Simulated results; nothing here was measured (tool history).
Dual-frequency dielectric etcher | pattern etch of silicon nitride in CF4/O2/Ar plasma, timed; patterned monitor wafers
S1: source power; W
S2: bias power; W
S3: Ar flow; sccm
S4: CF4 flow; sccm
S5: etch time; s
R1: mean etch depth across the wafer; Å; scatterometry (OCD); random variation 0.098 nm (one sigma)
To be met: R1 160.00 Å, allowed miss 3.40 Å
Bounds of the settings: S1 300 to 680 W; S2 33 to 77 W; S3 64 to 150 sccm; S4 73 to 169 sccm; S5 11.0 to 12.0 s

run  hour   S1  S2   S3   S4    S5      R1
  1   0.0  490  55  107  121  12.0  246.42
  2   8.9  460  53  108  120  12.0  225.36
  3  15.0  460  58  108  120  12.0  233.53
  4  21.7  530  58  108  120  12.0  271.40
  5  29.2  530  58  108  120  12.0  271.17
  6  35.6  530  58  120  120  12.0  270.36
  7  41.7  530  58  120  120  12.0  268.56
  8  42.5  500  57  120  120  12.0  249.31
  9  47.8  400  50  123  117  12.0  184.99
 10  55.2  390  50  123  117  12.0  182.04
 11  58.4  380  50  123  117  12.0  175.50
 12  63.3  370  50  123  117  12.0  171.20

Which of these 5 next moves meets every target?
  A  68.2  410  46  120  116  12.0   ?
  B  68.2  410  46  120  110  12.0   ?
  C  68.2  370  47  133  122  11.5   ?
  D  68.2  390  55  121  115  12.0   ?
  E  68.2  410  43  129  141  11.5   ?

move      R1
   A  184.48
   B  183.34
   C  158.21
   D  187.65
   E  174.57
A: further off than the last run
B: further off than the last run
C: meets every target
D: further off than the last run
E: further off than the last run
The right move is C.
